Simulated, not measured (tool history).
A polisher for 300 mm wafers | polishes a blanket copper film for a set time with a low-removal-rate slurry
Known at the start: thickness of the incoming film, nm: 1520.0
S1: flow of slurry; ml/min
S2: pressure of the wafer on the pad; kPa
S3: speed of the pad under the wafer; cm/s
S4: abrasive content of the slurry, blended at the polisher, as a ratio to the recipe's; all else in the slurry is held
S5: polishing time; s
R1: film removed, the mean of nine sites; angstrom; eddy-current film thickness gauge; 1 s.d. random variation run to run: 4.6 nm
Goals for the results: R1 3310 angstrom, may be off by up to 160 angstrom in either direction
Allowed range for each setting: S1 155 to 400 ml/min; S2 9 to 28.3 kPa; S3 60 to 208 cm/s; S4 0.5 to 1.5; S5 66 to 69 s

run 1 hour=0 | S1=255 S2=18.6 S3=134 S4=1 S5=66 | R1=2428.8
run 2 hour=2.2 | S1=255 S2=18.6 S3=106 S4=1 S5=66 | R1=1927.8
run 3 hour=3.5 | S1=255 S2=18.6 S3=80 S4=1 S5=66 | R1=1488.8
run 4 hour=11.4 | S1=255 S2=20 S3=84 S4=1 S5=66 | R1=1659.3
run 5 hour=19.1 | S1=255 S2=16.5 S3=84 S4=1 S5=66 | R1=1358.2
run 6 hour=24.6 | S1=255 S2=20.7 S3=84 S4=1 S5=66 | R1=1726.9
run 7 hour=27.1 | S1=255 S2=22.1 S3=88 S4=1 S5=66 | R1=1867.7
run 8 hour=32.1 | S1=255 S2=22.8 S3=92 S4=1 S5=66 | R1=2053.6
run 9 hour=36.6 | S1=255 S2=27.6 S3=112 S4=1 S5=66 | R1=2986.5
run 10 hour=41.9 | S1=255 S2=27.6 S3=112 S4=1 S5=66 | R1=2946.9
run 11 hour=43.9 | S1=255 S2=27.6 S3=112 S4=1 S5=66 | R1=3063.9
run 12 hour=50 | S1=255 S2=28.3 S3=114 S4=1 S5=66 | R1=3070.8

Which single option among these 4 for the next run brings every result within its allowed miss of target? Just one does.
run A hour=56.1 | S1=225 S2=28.3 S3=128 S4=1.05 S5=69 | R1=?
run B hour=56.1 | S1=270 S2=27.6 S3=106 S4=1.2 S5=66 | R1=?
run C hour=56.1 | S1=240 S2=26.9 S3=136 S4=1.15 S5=69 | R1=?
run D hour=56.1 | S1=285 S2=28.3 S3=104 S4=1.5 S5=69 | R1=?

move=A R1=3628.6
move=B R1=2940.4
move=C R1=3746.3
move=D R1=3236.8
A: pushes the last run's worst result past its target
B: the biggest miss grows against the last run
C: pushes the last run's worst result past its target
D: all results land within tolerance of their targets
Move D is the one to make.

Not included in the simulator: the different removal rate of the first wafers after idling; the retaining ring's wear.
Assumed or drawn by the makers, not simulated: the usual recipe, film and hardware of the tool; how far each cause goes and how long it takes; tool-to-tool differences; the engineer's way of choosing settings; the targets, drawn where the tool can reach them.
